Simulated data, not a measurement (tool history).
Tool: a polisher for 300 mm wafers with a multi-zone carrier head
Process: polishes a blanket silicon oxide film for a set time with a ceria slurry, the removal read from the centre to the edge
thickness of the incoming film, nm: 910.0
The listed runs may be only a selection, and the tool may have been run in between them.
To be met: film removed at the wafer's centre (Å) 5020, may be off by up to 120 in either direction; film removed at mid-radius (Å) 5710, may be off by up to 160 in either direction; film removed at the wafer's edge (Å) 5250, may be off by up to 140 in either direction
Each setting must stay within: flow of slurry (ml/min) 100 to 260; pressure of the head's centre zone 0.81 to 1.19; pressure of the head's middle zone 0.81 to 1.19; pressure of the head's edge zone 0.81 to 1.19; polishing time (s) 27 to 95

| run | hour | flow of slurry (ml/min) | pressure of the head's centre zone | pressure of the head's middle zone | pressure of the head's edge zone | polishing time (s) | film removed at the wafer's centre (Å) | film removed at mid-radius (Å) | film removed at the wafer's edge (Å) |
|---|---|---|---|---|---|---|---|---|---|
| 1 | 0 | 165 | 1 | 1 | 1 | 61 | 3451.8 | 3513.6 | 3432.6 |
| 2 | 1.5 | 165 | 0.93 | 1 | 1 | 61 | 3272.4 | 3518.6 | 3453.7 |
| 3 | 9.2 | 165 | 0.93 | 1 | 1 | 69 | 3685.5 | 3896.9 | 3891 |
| 4 | 11.8 | 175 | 0.94 | 1.02 | 1.02 | 71 | 3813.4 | 4150.6 | 4077.6 |
| 5 | 16.8 | 175 | 0.94 | 1.02 | 1.07 | 71 | 3801.5 | 4178.7 | 4200.9 |
| 6 | 25.7 | 175 | 0.88 | 1.02 | 1.07 | 71 | 3637.3 | 4169.2 | 4188 |
| 7 | 27.1 | 175 | 0.88 | 1.02 | 1.07 | 71 | 3623.4 | 4176.7 | 4173.5 |
| 8 | 34.4 | 180 | 0.91 | 1.04 | 1.08 | 72 | 3785.6 | 4274.1 | 4280.3 |
| 9 | 37.7 | 190 | 0.92 | 1.06 | 1.08 | 74 | 3977.4 | 4556.2 | 4357.6 |
| 10 | 44.1 | 190 | 0.93 | 1.07 | 1.09 | 76 | 4076.6 | 4683 | 4511.4 |
| 11 | 45.4 | 195 | 0.94 | 1.08 | 1.1 | 77 | 4188.8 | 4778.8 | 4649.7 |
| 12 | 48.3 | 200 | 0.95 | 1.09 | 1.11 | 78 | 4361.7 | 4886.7 | 4678.7 |
| 13 | 54 | 205 | 0.95 | 1.1 | 1.12 | 79 | 4436.3 | 4977.3 | 4808.3 |
| 14 | 57.3 | 210 | 0.95 | 1.11 | 1.12 | 80 | 4393.8 | 5110.4 | 4910.5 |
| 15 | 64.9 | 210 | 0.96 | 1.12 | 1.12 | 81 | 4499 | 5243.5 | 4943.7 |

Which single option among these 5 for the next run brings every result within its allowed miss of target? Just one does.
| A | 72.5 | 220 | 0.95 | 1.16 | 1.1 | 77 | ? | ? | ? |
| B | 72.5 | 255 | 1 | 1.15 | 1.13 | 85 | ? | ? | ? |
| C | 72.5 | 250 | 1.01 | 1.12 | 0.96 | 89 | ? | ? | ? |
| D | 72.5 | 210 | 0.91 | 1.14 | 1.1 | 78 | ? | ? | ? |
| E | 72.5 | 200 | 0.89 | 0.95 | 1.18 | 88 | ? | ? | ? |

| move | film removed at the wafer's centre (Å) | film removed at mid-radius (Å) | film removed at the wafer's edge (Å) |
|---|---|---|---|
| A | 4308.6 | 5150.8 | 4655.8 |
| B | 5049 | 5721.9 | 5264 |
| C | 5320.3 | 5846.8 | 5091.9 |
| D | 4184.9 | 5117.6 | 4701.7 |
| E | 4601.7 | 4921.4 | 5488.8 |
A: the biggest miss grows against the last run
B: every result lands within tolerance
C: pushes the last run's worst result past its target
D: the biggest miss grows against the last run
E: the biggest miss grows against the last run
The move that meets every target is B.
